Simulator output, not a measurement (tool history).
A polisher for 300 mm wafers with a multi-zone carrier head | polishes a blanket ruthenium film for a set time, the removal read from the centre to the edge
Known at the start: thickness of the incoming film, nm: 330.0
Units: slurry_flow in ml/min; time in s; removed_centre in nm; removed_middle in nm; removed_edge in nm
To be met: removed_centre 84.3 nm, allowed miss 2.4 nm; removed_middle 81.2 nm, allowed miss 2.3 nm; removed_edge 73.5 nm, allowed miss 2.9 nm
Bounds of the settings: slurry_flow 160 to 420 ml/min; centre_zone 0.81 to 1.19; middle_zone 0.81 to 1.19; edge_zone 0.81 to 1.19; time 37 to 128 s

Run 1, hour 0: slurry_flow 270 ml/min, centre_zone 1, middle_zone 1, edge_zone 1, time 82 s. Result: removed_centre 88.129 nm, removed_middle 88.753 nm, removed_edge 85.945 nm.
Run 2, hour 8.7: slurry_flow 265 ml/min, centre_zone 1, middle_zone 1, edge_zone 0.98, time 82 s. Result: removed_centre 87.611 nm, removed_middle 87.679 nm, removed_edge 84.22 nm.
Run 3, hour 15.9: slurry_flow 260 ml/min, centre_zone 1, middle_zone 1, edge_zone 0.96, time 82 s. Result: removed_centre 87.493 nm, removed_middle 88.048 nm, removed_edge 85.25 nm.
Run 4, hour 23.3: slurry_flow 260 ml/min, centre_zone 1, middle_zone 1, edge_zone 0.96, time 97 s. Result: removed_centre 103 nm, removed_middle 103.75 nm, removed_edge 101.57 nm.
Run 5, hour 26.5: slurry_flow 270 ml/min, centre_zone 1, middle_zone 1, edge_zone 0.95, time 94 s. Result: removed_centre 100.45 nm, removed_middle 102 nm, removed_edge 98.067 nm.
Run 6, hour 34.1: slurry_flow 270 ml/min, centre_zone 1, middle_zone 1.05, edge_zone 0.95, time 94 s. Result: removed_centre 100.87 nm, removed_middle 104.44 nm, removed_edge 96.044 nm.
Run 7, hour 38.5: slurry_flow 255 ml/min, centre_zone 1.06, middle_zone 1.01, edge_zone 0.85, time 72 s. Result: removed_centre 80.21 nm, removed_middle 77.25 nm, removed_edge 69.925 nm.
Run 8, hour 39.5: slurry_flow 260 ml/min, centre_zone 1.06, middle_zone 1.01, edge_zone 0.86, time 72 s. Result: removed_centre 81.865 nm, removed_middle 77.729 nm, removed_edge 71.004 nm.
Run 9, hour 41: slurry_flow 265 ml/min, centre_zone 1.06, middle_zone 1.01, edge_zone 0.86, time 72 s. Result: removed_centre 81.387 nm, removed_middle 77.412 nm, removed_edge 71.264 nm.
Run 10, hour 49.3: slurry_flow 270 ml/min, centre_zone 1.06, middle_zone 1.01, edge_zone 0.86, time 72 s. Result: removed_centre 81.728 nm, removed_middle 77.496 nm, removed_edge 69.813 nm.
Run 11, hour 55.9: slurry_flow 270 ml/min, centre_zone 1.06, middle_zone 1.01, edge_zone 0.87, time 72 s. Result: removed_centre 80.198 nm, removed_middle 78.619 nm, removed_edge 69.795 nm.
Run 12, hour 56.5: slurry_flow 270 ml/min, centre_zone 1.06, middle_zone 1.01, edge_zone 0.87, time 72 s. Result: removed_centre 82.433 nm, removed_middle 77.838 nm, removed_edge 69.062 nm.

4 next moves are on the table. One of them brings every result within its allowed miss. Which?
Run A, hour 57.1: slurry_flow 370 ml/min, centre_zone 1.19, middle_zone 1.09, edge_zone 0.89, time 65 s. Result: removed_centre ?, removed_middle ?, removed_edge ?.
Run B, hour 57.1: slurry_flow 230 ml/min, centre_zone 1.08, middle_zone 1.04, edge_zone 0.84, time 69 s. Result: removed_centre ?, removed_middle ?, removed_edge ?.
Run C, hour 57.1: slurry_flow 385 ml/min, centre_zone 1.13, middle_zone 1.13, edge_zone 0.88, time 68 s. Result: removed_centre ?, removed_middle ?, removed_edge ?.
Run D, hour 57.1: slurry_flow 250 ml/min, centre_zone 1.07, middle_zone 1.02, edge_zone 0.86, time 75 s. Result: removed_centre ?, removed_middle ?, removed_edge ?.

move  removed_centre  removed_middle  removed_edge
   A          83.501          76.652        65.381
   B          77.106          74.823          65.3
   C          83.663          82.843        68.172
   D          84.003          80.862        72.273
A: further off than the last run
B: further off than the last run
C: further off than the last run
D: meets every target
Answer: D
